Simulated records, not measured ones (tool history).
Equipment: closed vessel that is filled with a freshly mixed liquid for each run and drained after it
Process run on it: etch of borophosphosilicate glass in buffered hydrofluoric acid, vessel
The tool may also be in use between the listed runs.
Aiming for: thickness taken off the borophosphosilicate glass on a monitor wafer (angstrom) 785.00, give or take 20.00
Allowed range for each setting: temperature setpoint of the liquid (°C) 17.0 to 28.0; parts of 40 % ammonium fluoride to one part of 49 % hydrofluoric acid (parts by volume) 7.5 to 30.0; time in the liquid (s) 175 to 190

run	day	temperature setpoint of the liquid (°C)	parts of 40 % ammonium fluoride to one part of 49 % hydrofluoric acid (parts by volume)	time in the liquid (s)	thickness taken off the borophosphosilicate glass on a monitor wafer (angstrom)
1	0.000	20.0	21.0	175	959.02
2	0.258	20.0	21.0	175	961.63
3	0.508	22.0	21.0	175	1066.60
4	0.792	22.0	21.0	175	1069.30
5	1.088	20.0	21.0	175	960.56
6	1.350	20.0	15.5	175	1281.80
7	1.688	19.5	17.0	175	1134.30
8	1.921	19.0	18.0	175	1045.30

Which of these 4 next moves meets every target?
A	2.154	17.0	19.0	185	?
B	2.154	17.0	24.0	185	?
C	2.154	25.0	18.5	175	?
D	2.154	19.5	18.0	185	?

move	thickness taken off the borophosphosilicate glass on a monitor wafer (angstrom)
A	934.91
B	782.77
C	1412.00
D	1134.90
A: closer than the last run, but not yet in spec
B: meets every target
C: its largest miss is bigger than the last run's
D: its largest miss is bigger than the last run's
Move B is the one to make.
